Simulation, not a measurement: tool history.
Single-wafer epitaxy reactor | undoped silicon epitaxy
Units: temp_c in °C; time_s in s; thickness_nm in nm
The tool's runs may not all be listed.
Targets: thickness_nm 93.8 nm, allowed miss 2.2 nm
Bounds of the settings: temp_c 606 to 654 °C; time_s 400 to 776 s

run  hour  temp_c  time_s  thickness_nm
  1     0     630     588        60.846
  2   0.5     620     588        49.682
  3   1.1     612     588        41.579
  4   4.4     608     588        38.176
  5  11.9     608     523          34.3
  6  14.4     608     603        39.286
  7  22.2     620     616        51.758
  8  29.6     629     619        62.056
  9  34.7     636     621        71.856

4 next moves are on the table. One of them brings every result within its allowed miss. Which?
  A  39.8     648     635             ?
  B  39.8     627     616             ?
  C  39.8     632     557             ?
  D  39.8     642     673             ?

move  thickness_nm
   A        93.332
   B        59.809
   C        59.783
   D        88.017
A: meets every target
B: further off than the last run
C: further off than the last run
D: nearer than the last run, and not there yet
Answer: A
